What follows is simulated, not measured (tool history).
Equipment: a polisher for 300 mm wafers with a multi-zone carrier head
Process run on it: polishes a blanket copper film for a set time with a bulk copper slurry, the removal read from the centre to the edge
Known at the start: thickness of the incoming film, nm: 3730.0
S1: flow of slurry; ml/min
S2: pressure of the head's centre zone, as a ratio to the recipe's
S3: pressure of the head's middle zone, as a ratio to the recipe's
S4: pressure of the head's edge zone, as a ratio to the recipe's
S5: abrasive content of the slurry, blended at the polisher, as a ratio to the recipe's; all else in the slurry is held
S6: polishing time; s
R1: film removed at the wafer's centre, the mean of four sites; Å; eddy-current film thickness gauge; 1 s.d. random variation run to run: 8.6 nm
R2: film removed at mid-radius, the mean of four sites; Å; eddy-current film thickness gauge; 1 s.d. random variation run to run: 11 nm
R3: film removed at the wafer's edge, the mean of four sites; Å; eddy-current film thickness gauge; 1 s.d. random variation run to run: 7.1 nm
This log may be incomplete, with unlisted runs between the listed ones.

run	hour	S1	S2	S3	S4	S5	S6	R1	R2	R3
1	0	250	1	1	1	1	66	7110.6	7097.8	7002.3
2	1.8	260	1.03	0.99	1.04	1.15	68	7797.4	7427.9	7743.7
3	4.9	275	1.07	1	1.07	1.25	69	8577.2	7920.5	8068.8
4	9.7	275	1.07	1	1.07	1.05	69	8121.1	7521.1	7734.5
5	15.9	280	1.09	0.99	1.1	1.15	71	8594.3	7854.3	8327.3
6	22.4	280	1.09	0.99	1.04	1.15	71	8762.2	8111.5	8204.4
7	30.4	290	1.11	0.97	1.06	1.25	72	9078.6	8021.1	8340.2
8	36.5	285	1.12	0.97	1.08	1.3	74	9496.6	8555	8797.9
9	43.8	295	1.14	0.95	1.11	1.35	75	9896.2	8610.4	9229.5
10	51.2	305	1.15	0.94	1.12	1.4	75	10161	8399	9397.1
11	53.2	310	1.16	0.95	1.13	1.4	75	10154	8718.8	9339

The next listed run, before its measurement:
12	57.6	310	1.17	0.94	1.14	1.45	75	?	?	?

{"run 12": {"R1": 10324, "R2": 8718.8, "R3": 9547.1}}
